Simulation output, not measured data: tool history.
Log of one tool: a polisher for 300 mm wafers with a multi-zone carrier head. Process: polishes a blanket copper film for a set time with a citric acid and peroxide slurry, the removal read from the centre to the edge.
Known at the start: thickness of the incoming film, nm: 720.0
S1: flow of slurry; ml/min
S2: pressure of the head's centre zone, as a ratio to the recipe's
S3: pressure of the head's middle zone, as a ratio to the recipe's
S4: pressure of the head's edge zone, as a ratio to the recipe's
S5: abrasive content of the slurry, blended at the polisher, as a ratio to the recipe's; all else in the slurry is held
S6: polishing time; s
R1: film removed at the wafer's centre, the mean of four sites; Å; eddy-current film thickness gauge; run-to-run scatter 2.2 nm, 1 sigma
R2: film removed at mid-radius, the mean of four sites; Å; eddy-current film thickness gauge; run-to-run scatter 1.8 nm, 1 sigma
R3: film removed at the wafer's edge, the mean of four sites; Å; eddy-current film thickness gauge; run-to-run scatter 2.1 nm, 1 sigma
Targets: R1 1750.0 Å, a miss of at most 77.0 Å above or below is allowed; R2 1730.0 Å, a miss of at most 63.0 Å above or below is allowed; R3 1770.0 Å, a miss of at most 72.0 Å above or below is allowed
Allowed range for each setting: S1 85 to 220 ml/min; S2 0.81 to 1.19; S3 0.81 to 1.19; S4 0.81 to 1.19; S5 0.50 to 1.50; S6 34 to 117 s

run	day	S1	S2	S3	S4	S5	S6	R1	R2	R3
1	0.000	140	1.00	1.00	1.00	1.00	75	2967.9	2988.0	3045.5
2	0.075	140	1.00	1.00	1.04	1.00	75	2964.2	2991.2	3140.6
3	0.200	140	1.00	1.00	1.04	0.80	75	2751.5	2878.7	2952.0
4	0.442	135	1.00	0.96	0.99	0.70	68	2413.7	2453.8	2541.3
5	0.788	135	1.00	0.96	0.99	0.80	68	2511.6	2498.9	2595.8
6	1.100	135	1.00	0.96	0.92	0.80	68	2471.1	2513.8	2515.9
7	1.192	135	1.00	0.96	0.92	0.80	68	2508.1	2516.9	2561.3
8	1.329	130	1.00	0.95	0.91	0.70	62	2204.5	2188.1	2244.3
9	1.500	130	1.00	0.95	0.91	0.70	62	2175.5	2163.6	2283.0
10	1.642	135	1.01	0.96	0.88	0.65	57	2013.4	2013.6	1992.4
11	1.842	130	1.01	0.95	0.87	0.60	56	1936.2	1908.4	1933.0
12	2.171	125	1.01	0.95	0.86	0.55	56	1885.7	1839.4	1838.0
13	2.271	95	0.98	0.93	0.87	0.55	56	1702.2	1640.7	1761.1

Which one of the following 4 next-run settings gets every result inside its allowed miss? There is exactly one.
A	2.371	95	1.12	0.94	0.82	0.55	57	?	?	?
B	2.371	105	1.01	0.96	0.88	0.50	55	?	?	?
C	2.371	95	1.05	1.00	0.88	0.60	50	?	?	?
D	2.371	105	0.97	1.04	0.81	0.60	56	?	?	?

move	R1	R2	R3
A	1951.3	1695.3	1744.9
B	1731.3	1690.8	1744.0
C	1632.7	1594.3	1605.9
D	1755.5	1910.1	1772.3
A: puts the biggest miss on target and leaves a different result outside tolerance
B: every result within its allowed miss
C: its largest miss is bigger than the last run's
D: carries the result that was furthest off beyond its target, to the other side
B meets every target.

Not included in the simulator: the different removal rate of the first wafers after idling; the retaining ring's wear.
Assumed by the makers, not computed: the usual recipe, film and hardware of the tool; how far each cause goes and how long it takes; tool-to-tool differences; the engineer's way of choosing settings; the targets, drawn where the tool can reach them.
